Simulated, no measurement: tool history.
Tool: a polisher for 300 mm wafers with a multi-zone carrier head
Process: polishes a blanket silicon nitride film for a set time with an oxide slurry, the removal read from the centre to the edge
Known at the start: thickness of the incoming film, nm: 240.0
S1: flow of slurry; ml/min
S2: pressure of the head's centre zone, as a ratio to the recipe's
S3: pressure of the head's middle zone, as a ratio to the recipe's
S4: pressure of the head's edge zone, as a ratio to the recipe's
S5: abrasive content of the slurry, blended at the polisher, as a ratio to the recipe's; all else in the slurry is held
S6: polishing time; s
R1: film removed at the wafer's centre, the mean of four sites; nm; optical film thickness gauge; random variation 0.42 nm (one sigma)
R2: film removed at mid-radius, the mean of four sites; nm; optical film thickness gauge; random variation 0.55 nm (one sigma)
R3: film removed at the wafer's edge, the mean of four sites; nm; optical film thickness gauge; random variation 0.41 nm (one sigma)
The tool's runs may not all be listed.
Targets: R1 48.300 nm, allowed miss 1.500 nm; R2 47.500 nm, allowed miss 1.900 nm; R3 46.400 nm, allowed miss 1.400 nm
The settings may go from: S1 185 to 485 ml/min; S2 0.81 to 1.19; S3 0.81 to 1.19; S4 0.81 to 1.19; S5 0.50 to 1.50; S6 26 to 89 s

Run 1, hour 0.0: S1 310 ml/min, S2 1.00, S3 1.00, S4 1.00, S5 1.00, S6 57 s. Result: R1 36.790 nm, R2 34.641 nm, R3 34.103 nm.
Run 2, hour 5.9: S1 310 ml/min, S2 1.01, S3 1.02, S4 1.03, S5 1.10, S6 57 s. Result: R1 38.828 nm, R2 36.194 nm, R3 36.056 nm.
Run 3, hour 8.1: S1 315 ml/min, S2 1.01, S3 1.04, S4 1.05, S5 1.20, S6 57 s. Result: R1 40.996 nm, R2 38.820 nm, R3 37.923 nm.
Run 4, hour 14.9: S1 345 ml/min, S2 1.01, S3 1.04, S4 1.05, S5 1.20, S6 57 s. Result: R1 41.149 nm, R2 38.936 nm, R3 37.934 nm.
Run 5, hour 22.7: S1 340 ml/min, S2 1.01, S3 1.05, S4 1.06, S5 1.25, S6 58 s. Result: R1 42.278 nm, R2 39.675 nm, R3 39.528 nm.
Run 6, hour 31.1: S1 340 ml/min, S2 1.01, S3 1.05, S4 1.06, S5 1.45, S6 58 s. Result: R1 45.880 nm, R2 43.304 nm, R3 42.160 nm.
At hour 35.3: centre zone pressure recalibrated.
Run 7, hour 35.3: S1 340 ml/min, S2 1.01, S3 1.06, S4 1.08, S5 1.45, S6 58 s. Result: R1 42.052 nm, R2 43.156 nm, R3 42.022 nm.
Run 8, hour 42.4: S1 350 ml/min, S2 1.02, S3 1.06, S4 1.08, S5 1.45, S6 59 s. Result: R1 42.845 nm, R2 44.100 nm, R3 43.157 nm.
Run 9, hour 43.9: S1 350 ml/min, S2 1.02, S3 1.06, S4 1.07, S5 1.45, S6 60 s. Result: R1 43.474 nm, R2 45.671 nm, R3 43.891 nm.

5 next moves are on the table. One of them brings every result within its allowed miss. Which?
Run A, hour 45.4: S1 305 ml/min, S2 1.10, S3 0.96, S4 0.89, S5 1.40, S6 63 s. Result: R1 ?, R2 ?, R3 ?.
Run B, hour 45.4: S1 445 ml/min, S2 0.90, S3 1.02, S4 1.19, S5 1.35, S6 60 s. Result: R1 ?, R2 ?, R3 ?.
Run C, hour 45.4: S1 355 ml/min, S2 1.10, S3 1.01, S4 0.94, S5 1.50, S6 60 s. Result: R1 ?, R2 ?, R3 ?.
Run D, hour 45.4: S1 300 ml/min, S2 1.11, S3 1.00, S4 1.01, S5 1.50, S6 61 s. Result: R1 ?, R2 ?, R3 ?.
Run E, hour 45.4: S1 475 ml/min, S2 1.11, S3 1.13, S4 1.19, S5 1.15, S6 65 s. Result: R1 ?, R2 ?, R3 ?.

move      R1      R2      R3
   A  48.914  42.103  41.501
   B  38.503  42.596  45.692
   C  48.382  43.396  41.915
   D  49.034  43.263  43.733
   E  48.309  47.097  46.250
A: brings the result that was furthest off to its target, and leaves another outside
B: further off than the last run
C: brings the result that was furthest off to its target, and leaves another outside
D: brings the result that was furthest off to its target, and leaves another outside
E: meets every target
The right move is E.

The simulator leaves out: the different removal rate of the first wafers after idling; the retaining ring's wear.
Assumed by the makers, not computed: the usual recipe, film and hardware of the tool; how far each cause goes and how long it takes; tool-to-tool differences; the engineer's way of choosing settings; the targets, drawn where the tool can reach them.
